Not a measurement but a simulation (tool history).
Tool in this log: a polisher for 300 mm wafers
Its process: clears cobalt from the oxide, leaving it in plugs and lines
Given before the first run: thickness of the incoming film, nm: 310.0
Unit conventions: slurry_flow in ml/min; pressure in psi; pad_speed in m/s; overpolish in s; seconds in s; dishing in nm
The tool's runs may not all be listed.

| run | hour | slurry_flow | pressure | pad_speed | overpolish | seconds | dishing |
|---|---|---|---|---|---|---|---|
| 1 | 0.0 | 185 | 2.5 | 1.08 | 14 | 45.154 | 15.913 |
| 2 | 6.9 | 220 | 2.5 | 1.08 | 14 | 45.467 | 16.491 |
| 3 | 8.9 | 190 | 2.3 | 1.08 | 11 | 48.465 | 16.121 |
| 4 | 14.6 | 190 | 2.9 | 1.08 | 11 | 40.713 | 16.382 |
| 5 | 22.7 | 190 | 3.5 | 1.08 | 11 | 34.114 | 16.538 |
| 6 | 30.2 | 190 | 3.5 | 1.32 | 11 | 28.264 | 15.947 |
| 7 | 36.5 | 170 | 2.9 | 1.32 | 9 | 33.128 | 15.955 |

Run 8 comes next. What will it give?
| 8 | 37.2 | 170 | 2.9 | 1.32 | 9 | ? | ? |

{"run 8": {"seconds": 33.88, "dishing": 16.084}}
